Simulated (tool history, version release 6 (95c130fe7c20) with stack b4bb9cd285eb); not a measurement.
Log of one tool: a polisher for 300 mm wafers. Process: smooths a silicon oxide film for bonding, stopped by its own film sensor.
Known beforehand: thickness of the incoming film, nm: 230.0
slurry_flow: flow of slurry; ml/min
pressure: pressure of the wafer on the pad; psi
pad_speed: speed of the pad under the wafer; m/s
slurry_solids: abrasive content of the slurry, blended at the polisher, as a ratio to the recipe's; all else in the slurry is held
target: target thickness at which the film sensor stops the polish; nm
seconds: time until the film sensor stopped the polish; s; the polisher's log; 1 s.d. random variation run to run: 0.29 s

run	day	slurry_flow	pressure	pad_speed	slurry_solids	target	seconds
1	0.000	255	2.6	0.80	1.00	204	47.808
2	0.150	255	2.6	0.80	1.15	204	44.904
3	0.408	255	2.6	0.80	1.15	204	44.553
4	0.438	255	2.6	0.80	1.20	204	44.447
5	0.650	320	2.6	0.80	1.20	204	42.857
6	0.717	320	2.6	0.66	1.20	204	46.744

Run 7, settings as shown, results not yet in. Your forecast:
7	1.025	325	3.1	0.68	1.20	204	?

{"run 7": {"seconds": 39.795}}
